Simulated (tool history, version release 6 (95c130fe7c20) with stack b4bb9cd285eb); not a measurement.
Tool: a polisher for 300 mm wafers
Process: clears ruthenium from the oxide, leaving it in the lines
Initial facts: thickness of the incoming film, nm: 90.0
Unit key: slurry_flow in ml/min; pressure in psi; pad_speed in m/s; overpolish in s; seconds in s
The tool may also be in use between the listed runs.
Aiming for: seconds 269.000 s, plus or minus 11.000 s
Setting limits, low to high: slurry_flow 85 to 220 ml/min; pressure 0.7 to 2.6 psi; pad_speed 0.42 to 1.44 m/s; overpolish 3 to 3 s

run 1 hour=0.0 | slurry_flow=140 pressure=1.6 pad_speed=0.92 overpolish=3 | seconds=95.273
run 2 hour=1.1 | slurry_flow=135 pressure=1.4 pad_speed=0.84 overpolish=3 | seconds=118.620
run 3 hour=8.2 | slurry_flow=135 pressure=1.4 pad_speed=0.84 overpolish=3 | seconds=119.580
run 4 hour=9.2 | slurry_flow=130 pressure=1.3 pad_speed=0.78 overpolish=3 | seconds=137.910
run 5 hour=11.1 | slurry_flow=130 pressure=1.3 pad_speed=0.78 overpolish=3 | seconds=135.870
run 6 hour=14.3 | slurry_flow=125 pressure=1.2 pad_speed=0.72 overpolish=3 | seconds=162.220
run 7 hour=15.1 | slurry_flow=120 pressure=1.1 pad_speed=0.70 overpolish=3 | seconds=182.220
run 8 hour=19.3 | slurry_flow=115 pressure=1.0 pad_speed=0.70 overpolish=3 | seconds=204.140
run 9 hour=27.9 | slurry_flow=110 pressure=1.0 pad_speed=0.70 overpolish=3 | seconds=202.910
run 10 hour=36.8 | slurry_flow=105 pressure=0.9 pad_speed=0.70 overpolish=3 | seconds=225.190
run 11 hour=37.8 | slurry_flow=100 pressure=0.9 pad_speed=0.70 overpolish=3 | seconds=228.940

Pick the move, out of 5, that brings all results within their allowed miss; only one does.
run A hour=38.8 | slurry_flow=95 pressure=1.1 pad_speed=0.56 overpolish=3 | seconds=?
run B hour=38.8 | slurry_flow=170 pressure=1.0 pad_speed=0.52 overpolish=3 | seconds=?
run C hour=38.8 | slurry_flow=95 pressure=0.9 pad_speed=0.68 overpolish=3 | seconds=?
run D hour=38.8 | slurry_flow=120 pressure=0.7 pad_speed=0.80 overpolish=3 | seconds=?
run E hour=38.8 | slurry_flow=105 pressure=0.8 pad_speed=0.66 overpolish=3 | seconds=?

move=A seconds=236.740
move=B seconds=251.920
move=C seconds=238.060
move=D seconds=246.750
move=E seconds=268.490
A: closes in on the targets versus the last run, not all within tolerance yet
B: closes in on the targets versus the last run, not all within tolerance yet
C: closes in on the targets versus the last run, not all within tolerance yet
D: closes in on the targets versus the last run, not all within tolerance yet
E: every result lands within tolerance
E is the move that brings every result within its allowed miss.
